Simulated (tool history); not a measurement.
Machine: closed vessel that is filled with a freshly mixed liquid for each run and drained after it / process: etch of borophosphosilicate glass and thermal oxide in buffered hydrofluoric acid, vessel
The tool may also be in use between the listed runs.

run  hour  temperature setpoint of the liquid (C)  parts of 40 % ammonium fluoride to one part of 49 % hydrofluoric acid (parts by volume)  time in the liquid (s)  thickness taken off the borophosphosilicate glass on a monitor wafer (Å)  thickness taken off the thermal oxide on a monitor wafer (Å)
  1   0.0                                    23.0                                                                                     16.0                      60                                                                    472.47                                                        438.97
  2   8.5                                    26.0                                                                                     16.0                      60                                                                    546.79                                                        514.08
  3   9.8                                    22.5                                                                                     16.0                      60                                                                    465.44                                                        433.40
  4  16.7                                    22.5                                                                                     16.0                      45                                                                    341.52                                                        315.76
  5  21.7                                    24.5                                                                                     16.0                      45                                                                    382.28                                                        353.98
  6  26.8                                    24.5                                                                                     16.0                      55                                                                    468.22                                                        432.13
  7  28.1                                    25.5                                                                                     16.0                      55                                                                    490.98                                                        468.59
  8  28.6                                    26.0                                                                                     15.5                      55                                                                    515.61                                                        480.94
  9  37.2                                    26.5                                                                                     15.5                      55                                                                    542.48                                                        502.76
 10  43.7                                    27.0                                                                                     15.5                      55                                                                    553.62                                                        509.01

For run 11, what comes out?
 11  51.1                                    27.5                                                                                     15.5                      55                                                                         ?                                                             ?

thickness taken off the borophosphosilicate glass on a monitor wafer (Å): 568.82
thickness taken off the thermal oxide on a monitor wafer (Å): 518.16

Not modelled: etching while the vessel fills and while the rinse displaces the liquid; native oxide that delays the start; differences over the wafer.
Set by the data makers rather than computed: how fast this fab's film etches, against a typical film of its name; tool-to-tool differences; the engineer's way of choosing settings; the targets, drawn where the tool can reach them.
